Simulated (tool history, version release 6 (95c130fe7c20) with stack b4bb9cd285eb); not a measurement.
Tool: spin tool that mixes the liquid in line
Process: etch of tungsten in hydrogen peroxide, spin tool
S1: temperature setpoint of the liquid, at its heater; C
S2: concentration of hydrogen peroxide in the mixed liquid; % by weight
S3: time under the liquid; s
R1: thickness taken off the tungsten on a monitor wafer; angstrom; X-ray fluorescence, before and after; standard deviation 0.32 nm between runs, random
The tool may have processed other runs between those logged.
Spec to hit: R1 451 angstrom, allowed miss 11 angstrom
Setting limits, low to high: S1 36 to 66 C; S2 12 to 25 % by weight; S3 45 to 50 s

run  hour    S1    S2  S3      R1
  1     0    52    17  45  730.86
  2   7.3    58    17  45    1042
  3  15.4  55.5    17  45  898.13
  4  20.8    53    17  45  766.11
  5  29.4    48    17  45  568.46
  6  34.5    48  19.5  45  605.68
  7  42.5    47  19.5  45  575.02
  8  46.8  46.5  19.5  45  557.63
  9  52.9    46  19.5  45  536.32
 10  54.8  42.5  19.5  45  432.29

Pick the move, out of 4, that brings all results within their allowed miss; only one does.
  A  56.7  44  20.5  45   ?
  B  56.7  43  18.5  50   ?
  C  56.7  42    20  50   ?
  D  56.7  45  12.5  50   ?

move      R1
   A  485.32
   B   480.3
   C  468.03
   D  448.92
A: takes the biggest miss from the last run beyond its target
B: takes the biggest miss from the last run beyond its target
C: takes the biggest miss from the last run beyond its target
D: meets every target
The right move is D.
